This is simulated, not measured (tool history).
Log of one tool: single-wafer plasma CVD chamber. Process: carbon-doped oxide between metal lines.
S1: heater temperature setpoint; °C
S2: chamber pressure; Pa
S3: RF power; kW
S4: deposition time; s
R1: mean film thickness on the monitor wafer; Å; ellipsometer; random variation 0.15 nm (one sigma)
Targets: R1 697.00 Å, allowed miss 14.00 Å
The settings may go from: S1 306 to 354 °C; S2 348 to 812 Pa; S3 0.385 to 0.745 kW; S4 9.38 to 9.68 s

run,hour,S1,S2,S3,S4,R1
1,0.0,330,580,0.565,9.38,599.40
2,3.3,330,483,0.565,9.38,587.35
3,7.5,330,483,0.565,9.68,604.10
4,8.5,330,524,0.565,9.68,611.35
5,13.7,338,524,0.565,9.68,593.40
6,17.9,338,608,0.565,9.68,603.86
7,22.6,333,635,0.575,9.68,626.88
8,31.2,329,655,0.580,9.68,646.93
9,39.3,326,668,0.585,9.68,657.17
10,44.6,324,680,0.590,9.68,666.80
11,45.3,324,680,0.590,9.68,668.65
12,49.4,322,688,0.590,9.68,677.02
13,50.3,321,693,0.590,9.68,680.33

5 next moves are on the table. One of them brings every result within its allowed miss. Which?
A,51.2,321,661,0.585,9.38,?
B,51.2,321,707,0.605,9.68,?
C,51.2,323,764,0.590,9.38,?
D,51.2,322,653,0.610,9.38,?
E,51.2,326,687,0.620,9.44,?

move,R1
A,649.18
B,691.80
C,659.31
D,665.03
E,669.99
A: further off than the last run
B: meets every target
C: further off than the last run
D: further off than the last run
E: further off than the last run
The right move is B.
